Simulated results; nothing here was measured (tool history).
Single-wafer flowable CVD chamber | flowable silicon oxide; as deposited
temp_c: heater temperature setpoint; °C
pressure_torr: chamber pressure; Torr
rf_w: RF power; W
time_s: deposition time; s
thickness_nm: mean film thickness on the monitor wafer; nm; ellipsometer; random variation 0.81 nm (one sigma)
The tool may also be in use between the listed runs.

| run | hour | temp_c | pressure_torr | rf_w | time_s | thickness_nm |
|---|---|---|---|---|---|---|
| 1 | 0.0 | 100 | 0.743 | 1950 | 369 | 205.30 |
| 2 | 3.8 | 98 | 0.743 | 1950 | 369 | 221.44 |
| 3 | 8.2 | 97 | 0.743 | 1950 | 369 | 229.18 |
| 4 | 10.2 | 97 | 0.743 | 1750 | 369 | 222.43 |
| 5 | 18.3 | 97 | 0.662 | 1750 | 369 | 198.81 |
| 6 | 27.0 | 97 | 0.570 | 1750 | 369 | 173.45 |
| 7 | 31.8 | 95 | 0.571 | 1750 | 369 | 186.74 |

The next listed run, before its measurement:
| 8 | 33.4 | 93 | 0.572 | 1750 | 369 | ? |

{"run 8": {"thickness_nm": 201.81}}
